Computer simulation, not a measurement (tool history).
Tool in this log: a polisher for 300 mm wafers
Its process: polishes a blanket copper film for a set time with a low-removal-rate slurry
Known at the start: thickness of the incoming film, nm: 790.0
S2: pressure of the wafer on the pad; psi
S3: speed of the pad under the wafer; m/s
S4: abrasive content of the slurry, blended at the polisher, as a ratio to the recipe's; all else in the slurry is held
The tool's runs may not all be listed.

Run 1, hour 0: flow of slurry (ml/min) 210, S2 3.3 psi, S3 0.84 m/s, S4 1, polishing time (s) 51. Result: film removed (Å) 1231.5.
Run 2, hour 7.7: flow of slurry (ml/min) 210, S2 3.3 psi, S3 0.84 m/s, S4 1.1, polishing time (s) 51. Result: film removed (Å) 1236.3.
Run 3, hour 9.6: flow of slurry (ml/min) 210, S2 3.3 psi, S3 0.84 m/s, S4 1.1, polishing time (s) 51. Result: film removed (Å) 1241.2.
Run 4, hour 14.7: flow of slurry (ml/min) 215, S2 3.5 psi, S3 0.84 m/s, S4 1.1, polishing time (s) 51. Result: film removed (Å) 1332.5.
Run 5, hour 18.2: flow of slurry (ml/min) 225, S2 3.6 psi, S3 0.84 m/s, S4 1.1, polishing time (s) 51. Result: film removed (Å) 1389.9.
Run 6, hour 24.8: flow of slurry (ml/min) 235, S2 3.7 psi, S3 0.84 m/s, S4 1.1, polishing time (s) 51. Result: film removed (Å) 1421.4.

What does the tool deliver on the next run?
Run 7, hour 27.9: flow of slurry (ml/min) 235, S2 3.8 psi, S3 0.84 m/s, S4 1.1, polishing time (s) 51. Result: film removed (Å) ?.

{"run 7": {"film removed (Å)": 1460.3}}

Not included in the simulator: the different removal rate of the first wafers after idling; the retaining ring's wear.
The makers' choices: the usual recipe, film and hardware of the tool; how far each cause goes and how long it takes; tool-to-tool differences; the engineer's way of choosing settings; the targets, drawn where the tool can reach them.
